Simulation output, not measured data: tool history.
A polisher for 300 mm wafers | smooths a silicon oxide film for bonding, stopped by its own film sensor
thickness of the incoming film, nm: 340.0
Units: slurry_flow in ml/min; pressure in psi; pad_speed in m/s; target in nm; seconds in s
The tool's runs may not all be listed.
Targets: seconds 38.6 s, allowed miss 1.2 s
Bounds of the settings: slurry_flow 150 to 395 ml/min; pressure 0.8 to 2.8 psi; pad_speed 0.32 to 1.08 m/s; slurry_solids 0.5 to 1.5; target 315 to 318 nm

run 1 hour=0 | slurry_flow=250 pressure=1.8 pad_speed=0.7 slurry_solids=1 target=315 | seconds=49.973
run 2 hour=8.9 | slurry_flow=250 pressure=1.9 pad_speed=0.7 slurry_solids=1 target=315 | seconds=48.042
run 3 hour=15.1 | slurry_flow=250 pressure=1.5 pad_speed=0.7 slurry_solids=1 target=315 | seconds=59.938
run 4 hour=16.9 | slurry_flow=250 pressure=1.5 pad_speed=0.7 slurry_solids=1 target=315 | seconds=60.78
run 5 hour=23.5 | slurry_flow=250 pressure=1.5 pad_speed=0.7 slurry_solids=1 target=315 | seconds=59.092
run 6 hour=30.1 | slurry_flow=250 pressure=1.7 pad_speed=0.7 slurry_solids=1 target=315 | seconds=52.14
run 7 hour=33.2 | slurry_flow=250 pressure=1.8 pad_speed=0.7 slurry_solids=1 target=315 | seconds=49.683
run 8 hour=41.3 | slurry_flow=250 pressure=1.8 pad_speed=0.7 slurry_solids=1 target=315 | seconds=50.163
run 9 hour=45.2 | slurry_flow=250 pressure=1.9 pad_speed=0.7 slurry_solids=1 target=315 | seconds=47.064
run 10 hour=50.1 | slurry_flow=250 pressure=2 pad_speed=0.7 slurry_solids=1 target=315 | seconds=45.653
run 11 hour=53.1 | slurry_flow=250 pressure=2.1 pad_speed=0.7 slurry_solids=1 target=315 | seconds=43.764
run 12 hour=60.9 | slurry_flow=250 pressure=2.2 pad_speed=0.7 slurry_solids=1 target=315 | seconds=40.818

Which of these 4 next moves meets every target?
run A hour=68.7 | slurry_flow=285 pressure=2.2 pad_speed=0.7 slurry_solids=0.9 target=317 | seconds=?
run B hour=68.7 | slurry_flow=245 pressure=2.1 pad_speed=0.7 slurry_solids=0.95 target=317 | seconds=?
run C hour=68.7 | slurry_flow=195 pressure=2 pad_speed=0.74 slurry_solids=1.2 target=316 | seconds=?
run D hour=68.7 | slurry_flow=270 pressure=1.9 pad_speed=0.76 slurry_solids=1.2 target=316 | seconds=?

move=A seconds=38.398
move=B seconds=40.22
move=C seconds=40.629
move=D seconds=40.172
A: meets every target
B: nearer than the last run, and not there yet
C: nearer than the last run, and not there yet
D: nearer than the last run, and not there yet
Move A is the one to make.

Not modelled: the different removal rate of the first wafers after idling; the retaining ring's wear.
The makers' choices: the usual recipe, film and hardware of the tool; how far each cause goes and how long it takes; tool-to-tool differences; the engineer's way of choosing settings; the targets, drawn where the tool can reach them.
